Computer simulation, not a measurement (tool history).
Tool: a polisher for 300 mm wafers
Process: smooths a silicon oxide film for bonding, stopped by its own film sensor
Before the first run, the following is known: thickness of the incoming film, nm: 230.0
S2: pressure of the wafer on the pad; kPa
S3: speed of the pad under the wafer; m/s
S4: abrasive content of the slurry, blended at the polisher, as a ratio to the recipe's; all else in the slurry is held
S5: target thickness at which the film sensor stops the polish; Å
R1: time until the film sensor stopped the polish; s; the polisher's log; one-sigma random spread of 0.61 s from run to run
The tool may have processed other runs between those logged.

run 1 hour=0 | flow_of_slurry_(ml/min)=305 S2=18.6 S3=1.08 S4=1 S5=1590 | R1=58.416
run 2 hour=5.4 | flow_of_slurry_(ml/min)=305 S2=20 S3=1.08 S4=1 S5=1590 | R1=53.081
run 3 hour=7.6 | flow_of_slurry_(ml/min)=375 S2=20 S3=1.08 S4=1 S5=1590 | R1=53.307
run 4 hour=15.4 | flow_of_slurry_(ml/min)=375 S2=22.1 S3=1.1 S4=1 S5=1590 | R1=47.014
run 5 hour=23.1 | flow_of_slurry_(ml/min)=375 S2=23.4 S3=1.12 S4=1 S5=1590 | R1=44.173
run 6 hour=24.8 | flow_of_slurry_(ml/min)=375 S2=23.4 S3=1.12 S4=1 S5=1590 | R1=43.004
run 7 hour=27.4 | flow_of_slurry_(ml/min)=375 S2=24.1 S3=1.14 S4=1 S5=1590 | R1=43.103

Run 8 has not been measured yet. What should we expect?
run 8 hour=32.6 | flow_of_slurry_(ml/min)=375 S2=25.5 S3=1.16 S4=1 S5=1590 | R1=?

{"run 8": {"R1": 39.312}}
